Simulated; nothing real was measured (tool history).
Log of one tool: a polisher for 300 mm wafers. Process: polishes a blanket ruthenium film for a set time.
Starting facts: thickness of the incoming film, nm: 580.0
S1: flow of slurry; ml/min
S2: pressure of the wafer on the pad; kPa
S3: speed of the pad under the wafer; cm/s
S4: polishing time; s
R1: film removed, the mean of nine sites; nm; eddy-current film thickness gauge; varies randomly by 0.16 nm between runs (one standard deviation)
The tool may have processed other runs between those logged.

run,hour,S1,S2,S3,S4,R1
1,0,200,16.5,80,19,20.939
2,6.7,200,15.2,80,19,19.688
3,14.1,200,15.2,80,17,17.534
4,21.4,200,14.5,80,17,16.835
5,27.1,200,13.8,80,17,16.002
6,31.1,240,13.8,80,17,16.179

What will run 7 give?
7,33.6,240,13.1,80,17,?

R1: 16.097 nm
